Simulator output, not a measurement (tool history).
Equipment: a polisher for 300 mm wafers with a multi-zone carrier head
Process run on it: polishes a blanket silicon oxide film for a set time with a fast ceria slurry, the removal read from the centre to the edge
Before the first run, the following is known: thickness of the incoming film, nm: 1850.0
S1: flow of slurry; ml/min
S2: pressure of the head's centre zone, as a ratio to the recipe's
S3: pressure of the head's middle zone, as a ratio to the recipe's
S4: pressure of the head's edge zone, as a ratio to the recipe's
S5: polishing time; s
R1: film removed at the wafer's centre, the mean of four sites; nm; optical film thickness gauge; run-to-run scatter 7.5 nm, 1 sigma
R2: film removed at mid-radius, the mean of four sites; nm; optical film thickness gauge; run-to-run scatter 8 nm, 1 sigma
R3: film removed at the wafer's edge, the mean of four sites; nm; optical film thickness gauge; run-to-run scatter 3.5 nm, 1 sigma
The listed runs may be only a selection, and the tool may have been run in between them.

run	day	S1	S2	S3	S4	S5	R1	R2	R3
1	0.000	255	1.00	1.00	1.00	62	772.98	776.60	780.70
2	0.108	255	1.00	1.03	1.00	62	794.80	796.64	785.92
3	0.246	255	1.00	1.06	1.00	62	765.47	827.55	776.69
4	0.375	255	1.00	1.06	1.00	54	684.38	726.13	674.19
5	0.596	230	1.00	1.06	1.00	54	653.82	685.09	684.81
6	0.688	235	1.01	1.05	0.96	50	618.07	668.03	615.57

The next listed run, before its measurement:
7	0.929	225	1.03	1.01	0.93	48	?	?	?

R1: 600.81 nm
R2: 602.65 nm
R3: 581.40 nm
